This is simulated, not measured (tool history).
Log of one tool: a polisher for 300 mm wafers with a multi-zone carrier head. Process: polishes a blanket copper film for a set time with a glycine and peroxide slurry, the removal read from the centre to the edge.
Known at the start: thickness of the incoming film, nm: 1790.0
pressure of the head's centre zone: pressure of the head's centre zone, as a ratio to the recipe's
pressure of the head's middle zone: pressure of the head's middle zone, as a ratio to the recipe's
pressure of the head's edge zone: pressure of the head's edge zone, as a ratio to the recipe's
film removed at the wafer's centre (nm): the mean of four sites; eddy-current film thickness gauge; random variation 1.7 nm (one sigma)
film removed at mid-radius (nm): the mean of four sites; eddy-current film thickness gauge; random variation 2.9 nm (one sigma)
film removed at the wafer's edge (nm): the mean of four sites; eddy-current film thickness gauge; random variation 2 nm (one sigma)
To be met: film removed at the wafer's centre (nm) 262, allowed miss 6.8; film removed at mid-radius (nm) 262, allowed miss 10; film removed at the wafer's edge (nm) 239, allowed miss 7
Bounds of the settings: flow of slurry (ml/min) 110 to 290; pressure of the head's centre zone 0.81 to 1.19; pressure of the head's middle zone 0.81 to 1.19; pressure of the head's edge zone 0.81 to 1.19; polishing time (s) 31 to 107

| run | day | flow of slurry (ml/min) | pressure of the head's centre zone | pressure of the head's middle zone | pressure of the head's edge zone | polishing time (s) | film removed at the wafer's centre (nm) | film removed at mid-radius (nm) | film removed at the wafer's edge (nm) |
|---|---|---|---|---|---|---|---|---|---|
| 1 | 0 | 185 | 1 | 1 | 1 | 69 | 377.36 | 379.17 | 367.12 |
| 2 | 0.054 | 185 | 1 | 1 | 0.98 | 65 | 351.58 | 352.84 | 343.91 |
| 3 | 0.158 | 185 | 1.01 | 1.01 | 0.96 | 62 | 335.75 | 340.67 | 326.98 |
| 4 | 0.3 | 185 | 1.01 | 1.01 | 0.96 | 73 | 398.66 | 400.48 | 389.16 |
| 5 | 0.4 | 185 | 1.01 | 0.93 | 0.96 | 73 | 395.63 | 380.86 | 384.39 |
| 6 | 0.592 | 185 | 1.01 | 0.87 | 0.96 | 73 | 399.24 | 361.17 | 389.82 |
| 7 | 0.95 | 185 | 1.01 | 0.89 | 0.94 | 69 | 374.86 | 347 | 368.98 |
| 8 | 1.183 | 185 | 1.02 | 0.92 | 0.93 | 65 | 357.22 | 327.76 | 340.42 |
| 9 | 1.408 | 185 | 1.02 | 0.94 | 0.92 | 62 | 341.16 | 317.1 | 320.97 |
| 10 | 1.571 | 185 | 1.02 | 0.96 | 0.91 | 60 | 329.39 | 316.42 | 306.85 |
| 11 | 1.742 | 180 | 1.02 | 0.96 | 0.9 | 58 | 316.71 | 305.89 | 294.42 |
| 12 | 2.088 | 175 | 1.02 | 0.96 | 0.89 | 57 | 310.01 | 301.11 | 296.12 |
| 13 | 2.275 | 175 | 1.02 | 0.96 | 0.89 | 57 | 309.16 | 297.21 | 291.21 |
| 14 | 2.367 | 175 | 1.02 | 0.97 | 0.88 | 55 | 301.67 | 293.43 | 279.63 |
| 15 | 2.446 | 175 | 1.02 | 0.97 | 0.87 | 54 | 294.14 | 281.49 | 268.43 |

Which of these 5 next moves meets every target?
| A | 2.525 | 165 | 0.89 | 1.01 | 0.91 | 57 | ? | ? | ? |
| B | 2.525 | 185 | 1.1 | 0.84 | 0.92 | 54 | ? | ? | ? |
| C | 2.525 | 215 | 1 | 0.98 | 0.81 | 48 | ? | ? | ? |
| D | 2.525 | 145 | 0.95 | 0.81 | 1.06 | 55 | ? | ? | ? |
| E | 2.525 | 165 | 0.9 | 0.93 | 0.95 | 55 | ? | ? | ? |

| move | film removed at the wafer's centre (nm) | film removed at mid-radius (nm) | film removed at the wafer's edge (nm) |
|---|---|---|---|
| A | 269.17 | 308.97 | 288.86 |
| B | 315.04 | 260.55 | 279.28 |
| C | 263.05 | 264.54 | 237.77 |
| D | 268.2 | 248.47 | 295.64 |
| E | 262.22 | 280.57 | 284.63 |
A: further off than the last run
B: further off than the last run
C: meets every target
D: brings the result that was furthest off to its target, and leaves another outside
E: brings the result that was furthest off to its target, and leaves another outside
The right move is C.
